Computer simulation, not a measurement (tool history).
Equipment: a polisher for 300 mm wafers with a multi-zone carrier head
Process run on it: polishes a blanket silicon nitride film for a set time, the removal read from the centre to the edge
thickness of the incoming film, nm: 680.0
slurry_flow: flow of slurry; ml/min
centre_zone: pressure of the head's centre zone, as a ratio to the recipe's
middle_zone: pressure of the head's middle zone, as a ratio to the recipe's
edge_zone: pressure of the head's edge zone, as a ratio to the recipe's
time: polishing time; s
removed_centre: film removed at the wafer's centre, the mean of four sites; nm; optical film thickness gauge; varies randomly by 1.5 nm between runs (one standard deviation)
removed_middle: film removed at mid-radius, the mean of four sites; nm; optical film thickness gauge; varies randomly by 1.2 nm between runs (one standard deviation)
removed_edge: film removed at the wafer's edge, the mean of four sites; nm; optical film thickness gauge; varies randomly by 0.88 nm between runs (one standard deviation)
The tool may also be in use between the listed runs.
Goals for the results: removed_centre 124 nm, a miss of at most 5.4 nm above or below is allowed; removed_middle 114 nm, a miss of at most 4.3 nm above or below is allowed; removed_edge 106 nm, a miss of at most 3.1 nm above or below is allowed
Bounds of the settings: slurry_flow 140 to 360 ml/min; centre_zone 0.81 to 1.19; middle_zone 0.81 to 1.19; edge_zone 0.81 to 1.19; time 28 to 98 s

run    day  slurry_flow  centre_zone  middle_zone  edge_zone  time  removed_centre  removed_middle  removed_edge
  1      0          230            1            1          1    63          96.206          94.557        95.894
  2  0.208          230            1            1       1.07    63          96.422          95.643        97.747
  3  0.558          230            1            1       1.07    71          106.48          105.66        111.79
  4  0.733          230            1            1       1.07    63           95.15          93.398        99.425
  5  0.925          230         1.05            1       1.07    63          100.13          95.221        98.076
  6  1.133          230            1            1       1.07    63          96.818          94.749        97.557
  7  1.362          255         1.06         1.03       1.05    64          103.25           101.5         99.83
  8  1.683          265          1.1         1.03       1.04    65          111.66          102.78         101.4

5 candidate next runs follow, results not yet known. Just one meets every target within its allowed miss. Identify it.
  A  2.004          280         1.06         0.94       1.14    70               ?               ?             ?
  B  2.004          295         1.17         1.09       1.03    68               ?               ?             ?
  C  2.004          270         1.17         0.98          1    68               ?               ?             ?
  D  2.004          255         1.19         1.14       0.96    67               ?               ?             ?
  E  2.004          225         0.93          1.1       1.03    70               ?               ?             ?

move  removed_centre  removed_middle  removed_edge
   A          115.66          103.93        114.91
   B          124.39          115.02        107.72
   C          122.97          104.08        105.96
   D          122.36          115.85        102.17
   E          99.169           115.6        108.14
A: lands further from the targets than the last run did
B: all results in spec
C: nearer than the last run, and not there yet
D: brings the result that was furthest off to its target, and leaves another outside
E: brings the result that was furthest off to its target, and leaves another outside
So the answer is move B, the one that meets all the targets.
